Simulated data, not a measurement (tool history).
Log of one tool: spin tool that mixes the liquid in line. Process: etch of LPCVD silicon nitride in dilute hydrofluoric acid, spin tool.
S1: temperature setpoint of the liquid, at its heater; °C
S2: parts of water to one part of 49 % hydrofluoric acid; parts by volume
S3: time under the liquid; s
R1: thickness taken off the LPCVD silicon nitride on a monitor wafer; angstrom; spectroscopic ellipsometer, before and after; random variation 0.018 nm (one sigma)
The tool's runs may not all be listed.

run  hour    S1   S2   S3      R1
  1     0    25  115  310  13.137
  2   2.5  28.5  115  310   16.83
  3   6.3    26  115  310  14.396
  4  11.4    26  130  310  12.608
  5  15.9    26  130  335  14.074
  6  24.4    25  135  335  11.901
  7  30.7    24  135  335  11.134
  8  32.9  23.5  135  335  11.408

Forecast run 9:
  9  36.9  23  140  335   ?

R1: 10.266 angstrom

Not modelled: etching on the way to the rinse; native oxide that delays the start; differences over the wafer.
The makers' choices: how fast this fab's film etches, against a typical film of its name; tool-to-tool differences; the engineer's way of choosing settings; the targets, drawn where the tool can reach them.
